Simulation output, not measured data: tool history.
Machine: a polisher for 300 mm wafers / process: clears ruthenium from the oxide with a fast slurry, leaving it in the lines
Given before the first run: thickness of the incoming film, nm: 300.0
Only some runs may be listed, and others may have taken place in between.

run	hour	flow of slurry (ml/min)	pressure of the wafer on the pad (kPa)	speed of the pad under the wafer (m/s)	abrasive content of the slurry	overpolish time after the end point (s)	time until the end point was called (s)	dishing of a wide line in a test structure (nm)
1	0	160	23.4	1.18	1	17	51.709	33.538
2	4.6	125	23.4	1.18	1	17	53.035	35.436
3	12.4	125	23.4	1.04	1	17	58.989	32.413
4	20.1	125	23.4	1.04	1	21	61.018	36.171
5	23.3	130	26.2	1.08	1	20	51.989	35.385
6	29.7	130	26.2	1.34	1	20	42.918	38.054

What will run 7 give?
7	32.9	130	28.3	1.34	1	20	?	?

time until the end point was called (s): 39.233
dishing of a wide line in a test structure (nm): 38.371
